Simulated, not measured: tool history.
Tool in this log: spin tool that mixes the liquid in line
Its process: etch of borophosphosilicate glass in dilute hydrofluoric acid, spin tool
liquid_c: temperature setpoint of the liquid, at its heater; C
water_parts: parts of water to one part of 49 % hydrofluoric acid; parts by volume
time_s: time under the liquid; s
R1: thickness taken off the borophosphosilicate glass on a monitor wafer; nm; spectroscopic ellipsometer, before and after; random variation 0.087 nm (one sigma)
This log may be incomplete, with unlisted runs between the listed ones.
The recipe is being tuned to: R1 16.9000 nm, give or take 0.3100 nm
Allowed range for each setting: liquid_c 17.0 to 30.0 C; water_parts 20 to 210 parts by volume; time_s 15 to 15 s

{"run": 1, "hour": 0.0, "liquid_c": 22.0, "water_parts": 115, "time_s": 15, "R1": 11.271}
{"run": 2, "hour": 6.3, "liquid_c": 22.0, "water_parts": 115, "time_s": 15, "R1": 11.375}
{"run": 3, "hour": 9.0, "liquid_c": 22.0, "water_parts": 85, "time_s": 15, "R1": 15.857}
{"run": 4, "hour": 15.4, "liquid_c": 22.0, "water_parts": 120, "time_s": 15, "R1": 10.736}
{"run": 5, "hour": 16.9, "liquid_c": 19.5, "water_parts": 120, "time_s": 15, "R1": 9.7543}
{"run": 6, "hour": 22.6, "liquid_c": 19.5, "water_parts": 120, "time_s": 15, "R1": 9.7004}
{"run": 7, "hour": 31.5, "liquid_c": 21.5, "water_parts": 115, "time_s": 15, "R1": 11.105}
{"run": 8, "hour": 37.7, "liquid_c": 23.0, "water_parts": 115, "time_s": 15, "R1": 11.701}
{"hour": 43.0, "done": "thermometer replaced"}
{"run": 9, "hour": 43.0, "liquid_c": 24.5, "water_parts": 115, "time_s": 15, "R1": 11.856}
{"run": 10, "hour": 46.1, "liquid_c": 25.5, "water_parts": 110, "time_s": 15, "R1": 13.071}
{"run": 11, "hour": 52.5, "liquid_c": 26.5, "water_parts": 105, "time_s": 15, "R1": 14.197}
{"run": 12, "hour": 53.7, "liquid_c": 30.0, "water_parts": 100, "time_s": 15, "R1": 17.456}

Which one of the following 5 next-run settings gets every result inside its allowed miss? There is exactly one.
{"run": "A", "hour": 54.9, "liquid_c": 28.0, "water_parts": 90, "time_s": 15, "R1": "?"}
{"run": "B", "hour": 54.9, "liquid_c": 29.5, "water_parts": 95, "time_s": 15, "R1": "?"}
{"run": "C", "hour": 54.9, "liquid_c": 28.0, "water_parts": 95, "time_s": 15, "R1": "?"}
{"run": "D", "hour": 54.9, "liquid_c": 29.0, "water_parts": 95, "time_s": 15, "R1": "?"}
{"run": "E", "hour": 54.9, "liquid_c": 28.0, "water_parts": 100, "time_s": 15, "R1": "?"}

move=A R1=18.1070
move=B R1=18.0390
move=C R1=17.0370
move=D R1=17.7000
move=E R1=16.0760
A: misses by more than the last run did
B: misses by more than the last run did
C: hits every target within its allowed miss
D: misses by more than the last run did
E: takes the result that was furthest off past its target
So the answer is move C, the one that meets all the targets.

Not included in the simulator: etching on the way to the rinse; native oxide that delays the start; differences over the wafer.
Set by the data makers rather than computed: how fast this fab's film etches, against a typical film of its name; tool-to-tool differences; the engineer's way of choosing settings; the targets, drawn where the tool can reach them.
